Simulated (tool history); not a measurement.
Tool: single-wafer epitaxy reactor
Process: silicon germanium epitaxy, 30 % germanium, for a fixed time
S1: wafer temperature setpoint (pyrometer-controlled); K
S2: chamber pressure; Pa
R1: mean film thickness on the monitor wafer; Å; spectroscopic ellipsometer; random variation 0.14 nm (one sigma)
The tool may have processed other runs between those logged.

run 1 hour=0.0 | S1=878.15 S2=2053 | R1=584.18
run 2 hour=5.8 | S1=888.15 S2=2053 | R1=716.21
run 3 hour=10.8 | S1=898.15 S2=2053 | R1=876.06
run 4 hour=12.4 | S1=887.15 S2=2026 | R1=697.85
run 5 hour=13.3 | S1=878.15 S2=2026 | R1=582.18
run 6 hour=18.0 | S1=878.15 S2=1853 | R1=550.74

The next listed run, before its measurement:
run 7 hour=22.2 | S1=874.15 S2=1853 | R1=?

R1: 507.55 Å

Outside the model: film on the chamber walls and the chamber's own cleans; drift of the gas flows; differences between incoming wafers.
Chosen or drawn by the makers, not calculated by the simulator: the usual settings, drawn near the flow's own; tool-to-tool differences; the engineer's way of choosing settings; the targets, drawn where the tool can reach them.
